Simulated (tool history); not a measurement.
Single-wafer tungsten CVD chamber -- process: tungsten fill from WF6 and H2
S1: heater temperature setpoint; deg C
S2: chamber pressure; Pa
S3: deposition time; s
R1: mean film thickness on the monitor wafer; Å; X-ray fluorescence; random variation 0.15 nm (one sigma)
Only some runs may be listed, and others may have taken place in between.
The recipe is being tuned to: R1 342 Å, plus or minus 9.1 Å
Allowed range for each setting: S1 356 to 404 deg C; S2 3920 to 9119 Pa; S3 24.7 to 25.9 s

run  hour   S1    S2    S3      R1
  1     0  380  6519  25.9  493.43
  2   5.3  380  6519  25.9  494.62
  3  12.2  380  7079  25.9  512.42
  4  13.6  380  7079  25.9  513.08
  5  17.6  371  7079  25.9  415.56
  6  26.2  381  7079  25.9  526.11
  7  34.7  375  7026  25.9  452.08
  8  36.5  371  6999  25.9  414.56
  9  39.9  360  6906  25.9  318.45

Which single option among these 5 for the next run brings every result within its allowed miss of target? Just one does.
  A  43.3  358  7013  24.7   ?
  B  43.3  357  7226  25.9   ?
  C  43.3  358  6533  25.3   ?
  D  43.3  359  8986  25.9   ?
  E  43.3  362  6533  25.8   ?

move      R1
   A  290.03
   B  300.24
   C  289.03
   D  343.14
   E  324.89
A: further off than the last run
B: further off than the last run
C: further off than the last run
D: every result lands within tolerance
E: better than the last run, though not everything is in spec
The move that meets every target is D.
